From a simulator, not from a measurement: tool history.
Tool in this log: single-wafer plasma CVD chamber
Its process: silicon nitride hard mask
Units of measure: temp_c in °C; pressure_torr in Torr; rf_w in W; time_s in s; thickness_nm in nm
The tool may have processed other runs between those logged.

| run | hour | temp_c | pressure_torr | rf_w | time_s | thickness_nm |
|---|---|---|---|---|---|---|
| 1 | 0 | 415 | 1.29 | 370 | 31.1 | 39.464 |
| 2 | 2.9 | 415 | 1.29 | 370 | 31.1 | 39.427 |
| 3 | 7 | 415 | 1.38 | 380 | 31.1 | 41.309 |
| 4 | 8.8 | 415 | 1.17 | 380 | 31.1 | 39.353 |
| 5 | 11.1 | 415 | 1.32 | 380 | 31.1 | 40.732 |
| 6 | 14.6 | 415 | 1.39 | 385 | 31.1 | 41.718 |
| 7 | 22.5 | 415 | 1.45 | 390 | 31.1 | 42.673 |
| 8 | 25.6 | 415 | 1.49 | 395 | 31.1 | 43.507 |
| 9 | 34.2 | 415 | 1.52 | 395 | 31.1 | 43.681 |
| 10 | 35.2 | 415 | 1.55 | 395 | 31.1 | 43.806 |

What does the tool deliver on the next run?
| 11 | 36.3 | 415 | 1.57 | 395 | 31.1 | ? |

Run 11 measured thickness_nm 44.062 nm.

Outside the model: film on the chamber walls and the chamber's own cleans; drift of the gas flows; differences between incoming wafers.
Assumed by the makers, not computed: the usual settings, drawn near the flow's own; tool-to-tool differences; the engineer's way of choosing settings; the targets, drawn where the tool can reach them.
